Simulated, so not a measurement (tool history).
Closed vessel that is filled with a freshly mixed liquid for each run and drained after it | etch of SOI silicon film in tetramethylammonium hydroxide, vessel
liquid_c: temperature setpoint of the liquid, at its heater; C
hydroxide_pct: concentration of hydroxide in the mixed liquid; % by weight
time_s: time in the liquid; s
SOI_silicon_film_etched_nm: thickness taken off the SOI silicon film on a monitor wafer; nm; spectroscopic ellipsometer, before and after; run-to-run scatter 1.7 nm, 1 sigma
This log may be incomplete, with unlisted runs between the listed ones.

run,hour,liquid_c,hydroxide_pct,time_s,SOI_silicon_film_etched_nm
1,0,63,14.5,30,135.18
2,7.4,58,14.5,30,98.374
3,15.4,52.5,14.5,30,70.502
4,18.3,54.5,14.5,30,79.986
5,26.9,56,14.5,30,85.916
6,34.7,56,14.5,30,89.111
7,38.7,57.5,14.5,30,96.286
8,39.5,58.5,14.5,30,101.56

What will run 9 give?
9,44,59.5,14.5,30,?

Run 9 produced SOI_silicon_film_etched_nm 109.05 nm.
